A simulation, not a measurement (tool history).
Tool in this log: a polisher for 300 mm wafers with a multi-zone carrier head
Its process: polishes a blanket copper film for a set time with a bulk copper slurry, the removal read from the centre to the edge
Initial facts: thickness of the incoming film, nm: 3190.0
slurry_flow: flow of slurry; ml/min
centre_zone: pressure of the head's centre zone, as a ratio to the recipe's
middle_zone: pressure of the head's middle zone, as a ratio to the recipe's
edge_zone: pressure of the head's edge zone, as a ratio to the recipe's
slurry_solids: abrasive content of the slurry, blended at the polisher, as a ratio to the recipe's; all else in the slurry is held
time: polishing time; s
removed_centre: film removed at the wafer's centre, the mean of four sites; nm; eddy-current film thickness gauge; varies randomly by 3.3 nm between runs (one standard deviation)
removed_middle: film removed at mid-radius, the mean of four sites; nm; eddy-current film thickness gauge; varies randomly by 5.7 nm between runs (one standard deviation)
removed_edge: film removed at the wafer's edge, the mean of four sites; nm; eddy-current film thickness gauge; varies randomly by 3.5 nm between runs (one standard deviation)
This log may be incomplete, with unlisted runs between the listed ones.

run 1 day=0 | slurry_flow=265 centre_zone=1 middle_zone=1 edge_zone=1 slurry_solids=1 time=50 | removed_centre=357.11 removed_middle=378.89 removed_edge=364.74
run 2 day=0.192 | slurry_flow=270 centre_zone=1 middle_zone=1.02 edge_zone=1.02 slurry_solids=1.05 time=50 | removed_centre=362.14 removed_middle=382.89 removed_edge=379.12
run 3 day=0.4 | slurry_flow=275 centre_zone=0.99 middle_zone=1.04 edge_zone=1.01 slurry_solids=1.1 time=50 | removed_centre=361.74 removed_middle=386.97 removed_edge=375.03
run 4 day=0.683 | slurry_flow=275 centre_zone=0.98 middle_zone=1.06 edge_zone=1 slurry_solids=1.1 time=51 | removed_centre=361.41 removed_middle=412.12 removed_edge=389.67
run 5 day=1.033 | slurry_flow=275 centre_zone=1.01 middle_zone=1.06 edge_zone=1 slurry_solids=1.1 time=51 | removed_centre=374.67 removed_middle=399.05 removed_edge=381.68
run 6 day=1.146 | slurry_flow=280 centre_zone=1 middle_zone=1.08 edge_zone=0.99 slurry_solids=1.15 time=51 | removed_centre=370.31 removed_middle=418.15 removed_edge=387.6
run 7 day=1.183 | slurry_flow=285 centre_zone=1 middle_zone=1.1 edge_zone=0.99 slurry_solids=1.15 time=51 | removed_centre=373.88 removed_middle=412.93 removed_edge=388.74
run 8 day=1.292 | slurry_flow=255 centre_zone=0.92 middle_zone=1.19 edge_zone=0.9 slurry_solids=1.4 time=54 | removed_centre=369.22 removed_middle=491.96 removed_edge=393.19

Expected results for the next run?
run 9 day=1.346 | slurry_flow=260 centre_zone=0.92 middle_zone=1.18 edge_zone=0.91 slurry_solids=1.4 time=54 | removed_centre=? removed_middle=? removed_edge=?

Run 9 measured removed_centre 379.12 nm, removed_middle 482.31 nm, removed_edge 392.28 nm.

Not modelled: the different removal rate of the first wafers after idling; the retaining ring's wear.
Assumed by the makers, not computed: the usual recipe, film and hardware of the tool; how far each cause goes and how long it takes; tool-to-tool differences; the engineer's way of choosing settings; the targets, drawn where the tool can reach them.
